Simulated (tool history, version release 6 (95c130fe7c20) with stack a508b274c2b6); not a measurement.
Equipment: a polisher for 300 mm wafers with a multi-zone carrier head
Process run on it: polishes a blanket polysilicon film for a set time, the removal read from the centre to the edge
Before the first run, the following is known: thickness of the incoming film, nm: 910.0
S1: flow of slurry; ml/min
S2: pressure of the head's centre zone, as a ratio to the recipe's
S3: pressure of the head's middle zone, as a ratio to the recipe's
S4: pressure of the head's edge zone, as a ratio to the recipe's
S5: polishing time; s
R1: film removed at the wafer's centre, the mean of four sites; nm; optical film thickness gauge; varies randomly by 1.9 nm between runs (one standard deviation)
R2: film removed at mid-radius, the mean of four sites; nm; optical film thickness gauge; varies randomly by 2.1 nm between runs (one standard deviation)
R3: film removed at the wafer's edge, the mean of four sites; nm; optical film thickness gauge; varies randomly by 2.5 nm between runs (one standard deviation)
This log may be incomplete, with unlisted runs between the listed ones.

run 1 hour=0 | S1=215 S2=1 S3=1 S4=1 S5=40 | R1=311.01 R2=316.44 R3=311.7
run 2 hour=4.7 | S1=215 S2=1 S3=0.98 S4=0.98 S5=38 | R1=288.28 R2=296.89 R3=298.69
run 3 hour=9.1 | S1=215 S2=1 S3=1.04 S4=0.98 S5=38 | R1=291.06 R2=317.91 R3=297.3
run 4 hour=15.1 | S1=265 S2=1 S3=1.04 S4=0.98 S5=38 | R1=300.49 R2=318.93 R3=301.21
run 5 hour=21.2 | S1=265 S2=1 S3=0.96 S4=0.98 S5=38 | R1=299.91 R2=298.67 R3=304.66
run 6 hour=24.8 | S1=315 S2=1 S3=0.96 S4=0.98 S5=38 | R1=306.67 R2=309.03 R3=301.67
run 7 hour=29.2 | S1=315 S2=1.01 S3=0.94 S4=0.97 S5=36 | R1=294.11 R2=285.99 R3=293.92

Predict the results of run 8:
run 8 hour=35.4 | S1=275 S2=1.11 S3=0.95 S4=0.87 S5=25 | R1=? R2=? R3=?

R1: 213.54 nm
R2: 196.19 nm
R3: 186.11 nm
